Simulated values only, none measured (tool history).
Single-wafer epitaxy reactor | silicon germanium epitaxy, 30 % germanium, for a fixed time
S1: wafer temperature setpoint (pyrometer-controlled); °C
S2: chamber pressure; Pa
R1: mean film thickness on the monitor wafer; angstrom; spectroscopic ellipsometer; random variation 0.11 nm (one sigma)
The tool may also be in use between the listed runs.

Run 1, hour 0: S1 580 °C, S2 2133 Pa. Result: R1 381.24 angstrom.
Run 2, hour 1.4: S1 569 °C, S2 2133 Pa. Result: R1 314.55 angstrom.
Run 3, hour 7.9: S1 569 °C, S2 2373 Pa. Result: R1 330.73 angstrom.
Run 4, hour 8.6: S1 569 °C, S2 2653 Pa. Result: R1 351.43 angstrom.
Run 5, hour 11.5: S1 569 °C, S2 2400 Pa. Result: R1 333.89 angstrom.
Run 6, hour 20.5: S1 579 °C, S2 2400 Pa. Result: R1 397.09 angstrom.
Run 7, hour 23.5: S1 578 °C, S2 2400 Pa. Result: R1 389.51 angstrom.
Run 8, hour 26.8: S1 577 °C, S2 2400 Pa. Result: R1 382.65 angstrom.
Run 9, hour 30.8: S1 576 °C, S2 2400 Pa. Result: R1 377.02 angstrom.

Run 10 comes next. What will it give?
Run 10, hour 37.2: S1 575 °C, S2 2400 Pa. Result: R1 ?.

{"run 10": {"R1": 371.25}}
